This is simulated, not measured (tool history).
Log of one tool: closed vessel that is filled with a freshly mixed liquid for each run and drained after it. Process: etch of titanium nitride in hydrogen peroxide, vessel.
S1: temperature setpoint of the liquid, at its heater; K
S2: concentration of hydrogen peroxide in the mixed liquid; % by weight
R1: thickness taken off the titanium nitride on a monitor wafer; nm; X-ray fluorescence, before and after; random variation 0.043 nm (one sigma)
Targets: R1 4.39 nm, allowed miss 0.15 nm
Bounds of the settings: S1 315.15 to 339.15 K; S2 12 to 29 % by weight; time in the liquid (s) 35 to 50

{"run": 1, "hour": 0.0, "S1": 331.15, "S2": 19.5, "time in the liquid (s)": 50, "R1": 2.4501}
{"run": 2, "hour": 2.0, "S1": 324.65, "S2": 19.5, "time in the liquid (s)": 50, "R1": 1.5785}
{"run": 3, "hour": 9.0, "S1": 329.65, "S2": 20.5, "time in the liquid (s)": 50, "R1": 2.2843}
{"run": 4, "hour": 14.4, "S1": 324.65, "S2": 20.5, "time in the liquid (s)": 50, "R1": 1.5874}
{"run": 5, "hour": 23.2, "S1": 318.15, "S2": 20.5, "time in the liquid (s)": 50, "R1": 0.99217}
{"run": 6, "hour": 25.5, "S1": 318.15, "S2": 22, "time in the liquid (s)": 50, "R1": 0.99935}
{"run": 7, "hour": 29.0, "S1": 325.15, "S2": 22, "time in the liquid (s)": 50, "R1": 1.7015}
{"run": 8, "hour": 38.0, "S1": 333.15, "S2": 22.5, "time in the liquid (s)": 50, "R1": 2.9428}
{"run": 9, "hour": 45.5, "S1": 335.15, "S2": 22.5, "time in the liquid (s)": 50, "R1": 3.3446}
{"run": 10, "hour": 53.2, "S1": 336.65, "S2": 22.5, "time in the liquid (s)": 50, "R1": 3.6897}
{"run": 11, "hour": 54.1, "S1": 337.65, "S2": 22.5, "time in the liquid (s)": 50, "R1": 3.8939}
{"run": 12, "hour": 61.4, "S1": 338.15, "S2": 23, "time in the liquid (s)": 50, "R1": 4.1265}
{"run": 13, "hour": 64.5, "S1": 338.15, "S2": 23, "time in the liquid (s)": 50, "R1": 4.1058}

4 next moves are on the table. One of them brings every result within its allowed miss. Which?
{"run": "A", "hour": 67.6, "S1": 336.65, "S2": 29, "time in the liquid (s)": 50, "R1": "?"}
{"run": "B", "hour": 67.6, "S1": 337.65, "S2": 24, "time in the liquid (s)": 50, "R1": "?"}
{"run": "C", "hour": 67.6, "S1": 338.65, "S2": 25.5, "time in the liquid (s)": 45, "R1": "?"}
{"run": "D", "hour": 67.6, "S1": 339.15, "S2": 23, "time in the liquid (s)": 50, "R1": "?"}

move=A R1=3.8999
move=B R1=3.998
move=C R1=3.8947
move=D R1=4.3726
A: further off than the last run
B: further off than the last run
C: further off than the last run
D: meets every target
Answer: D
